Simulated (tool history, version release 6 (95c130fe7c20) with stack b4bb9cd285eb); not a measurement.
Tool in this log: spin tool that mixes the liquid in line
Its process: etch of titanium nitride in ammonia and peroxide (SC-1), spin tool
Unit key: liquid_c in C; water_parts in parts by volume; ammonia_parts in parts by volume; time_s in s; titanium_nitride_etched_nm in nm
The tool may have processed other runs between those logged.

run,hour,liquid_c,water_parts,ammonia_parts,time_s,titanium_nitride_etched_nm
1,0,58,10.5,0.5,65,7.9122
2,7.5,60.5,10.5,0.5,65,9.3711
3,11.1,60.5,9.5,0.5,65,9.8277
4,18.9,55,9.5,0.5,65,6.9227
5,24.3,55,7.5,0.5,65,7.804
6,29.5,58,7.5,0.5,65,9.3612
7,30.1,65.5,7.5,0.5,65,15.578
8,37.2,65,7.5,0.5,65,14.936

Run 9 comes next. What will it give?
9,38.1,64.5,7.5,0.5,65,?

{"run 9": {"titanium_nitride_etched_nm": 14.478}}
